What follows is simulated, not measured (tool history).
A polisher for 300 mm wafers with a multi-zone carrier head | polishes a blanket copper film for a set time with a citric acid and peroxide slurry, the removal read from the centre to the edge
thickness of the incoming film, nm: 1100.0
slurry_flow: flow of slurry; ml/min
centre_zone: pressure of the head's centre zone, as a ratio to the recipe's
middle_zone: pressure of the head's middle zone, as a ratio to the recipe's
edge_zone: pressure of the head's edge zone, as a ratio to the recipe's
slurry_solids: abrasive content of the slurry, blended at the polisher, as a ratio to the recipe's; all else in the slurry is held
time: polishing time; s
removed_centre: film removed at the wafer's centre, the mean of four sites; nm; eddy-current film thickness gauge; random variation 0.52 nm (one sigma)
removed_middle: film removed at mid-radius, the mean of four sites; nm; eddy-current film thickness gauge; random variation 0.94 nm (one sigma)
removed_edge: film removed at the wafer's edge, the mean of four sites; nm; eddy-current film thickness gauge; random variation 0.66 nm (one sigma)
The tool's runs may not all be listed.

{"run": 1, "hour": 0.0, "slurry_flow": 305, "centre_zone": 1.0, "middle_zone": 1.0, "edge_zone": 1.0, "slurry_solids": 1.0, "time": 59, "removed_centre": 119.54, "removed_middle": 120.84, "removed_edge": 121.95}
{"run": 2, "hour": 1.3, "slurry_flow": 310, "centre_zone": 0.99, "middle_zone": 1.01, "edge_zone": 0.96, "slurry_solids": 0.85, "time": 54, "removed_centre": 105.2, "removed_middle": 109.34, "removed_edge": 106.66}
{"run": 3, "hour": 4.7, "slurry_flow": 310, "centre_zone": 0.99, "middle_zone": 1.01, "edge_zone": 0.96, "slurry_solids": 0.85, "time": 47, "removed_centre": 91.56, "removed_middle": 93.617, "removed_edge": 93.395}
{"run": 4, "hour": 12.3, "slurry_flow": 310, "centre_zone": 0.99, "middle_zone": 1.01, "edge_zone": 0.96, "slurry_solids": 0.85, "time": 62, "removed_centre": 120.37, "removed_middle": 122.93, "removed_edge": 121.98}
{"run": 5, "hour": 18.9, "slurry_flow": 315, "centre_zone": 0.99, "middle_zone": 1.02, "edge_zone": 0.92, "slurry_solids": 0.75, "time": 56, "removed_centre": 105.57, "removed_middle": 111.21, "removed_edge": 104.71}
{"run": 6, "hour": 23.3, "slurry_flow": 315, "centre_zone": 0.99, "middle_zone": 1.02, "edge_zone": 0.92, "slurry_solids": 0.95, "time": 56, "removed_centre": 111.11, "removed_middle": 116.84, "removed_edge": 111.14}
{"hour": 30.5, "done": "worn pad replaced by a new one"}
{"run": 7, "hour": 30.5, "slurry_flow": 315, "centre_zone": 0.98, "middle_zone": 1.02, "edge_zone": 0.9, "slurry_solids": 0.8, "time": 52, "removed_centre": 105.5, "removed_middle": 110.88, "removed_edge": 106.27}

Run 8 comes next. What will it give?
{"run": 8, "hour": 35.4, "slurry_flow": 315, "centre_zone": 1.01, "middle_zone": 1.06, "edge_zone": 0.98, "slurry_solids": 0.7, "time": 51, "removed_centre": "?", "removed_middle": "?", "removed_edge": "?"}

Run 8 gave removed_centre 102.06 nm, removed_middle 106.320 nm, removed_edge 100.910 nm.
